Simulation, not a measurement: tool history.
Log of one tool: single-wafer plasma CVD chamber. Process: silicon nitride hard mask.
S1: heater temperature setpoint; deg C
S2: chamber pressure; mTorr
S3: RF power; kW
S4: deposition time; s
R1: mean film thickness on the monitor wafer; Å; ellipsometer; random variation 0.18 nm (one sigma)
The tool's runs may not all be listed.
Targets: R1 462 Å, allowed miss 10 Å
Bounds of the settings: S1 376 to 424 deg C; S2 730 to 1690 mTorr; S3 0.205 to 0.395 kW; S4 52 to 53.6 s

run 1 hour=0 | S1=400 S2=1210 S3=0.3 S4=52 | R1=549.96
run 2 hour=2.9 | S1=400 S2=1210 S3=0.33 S4=52 | R1=581.64
run 3 hour=8.1 | S1=400 S2=1120 S3=0.315 S4=52 | R1=554.22
run 4 hour=14.9 | S1=411 S2=1120 S3=0.315 S4=52 | R1=555.83
run 5 hour=17.2 | S1=411 S2=1120 S3=0.33 S4=52 | R1=571.06
run 6 hour=19.5 | S1=411 S2=1120 S3=0.305 S4=52 | R1=544.18
run 7 hour=20.3 | S1=411 S2=1050 S3=0.295 S4=52 | R1=519.79
run 8 hour=23.7 | S1=411 S2=990 S3=0.29 S4=52 | R1=502.88
run 9 hour=31.2 | S1=411 S2=940 S3=0.29 S4=52 | R1=493.95
run 10 hour=35.7 | S1=411 S2=900 S3=0.29 S4=52 | R1=489.46
run 11 hour=37.7 | S1=411 S2=740 S3=0.275 S4=52 | R1=444.76
run 12 hour=42.6 | S1=411 S2=760 S3=0.275 S4=52 | R1=447.54
run 13 hour=47.1 | S1=411 S2=780 S3=0.275 S4=52 | R1=451.03

5 next moves are on the table. One of them brings every result within its allowed miss. Which?
run A hour=51.6 | S1=417 S2=970 S3=0.24 S4=52.5 | R1=?
run B hour=51.6 | S1=408 S2=820 S3=0.26 S4=52 | R1=?
run C hour=51.6 | S1=398 S2=790 S3=0.26 S4=52 | R1=?
run D hour=51.6 | S1=417 S2=760 S3=0.275 S4=53.6 | R1=?
run E hour=51.6 | S1=411 S2=780 S3=0.255 S4=52.4 | R1=?

move=A R1=436.62
move=B R1=437.66
move=C R1=434.2
move=D R1=457.52
move=E R1=427.44
A: further off than the last run
B: further off than the last run
C: further off than the last run
D: meets every target
E: further off than the last run
Move D is the one to make.

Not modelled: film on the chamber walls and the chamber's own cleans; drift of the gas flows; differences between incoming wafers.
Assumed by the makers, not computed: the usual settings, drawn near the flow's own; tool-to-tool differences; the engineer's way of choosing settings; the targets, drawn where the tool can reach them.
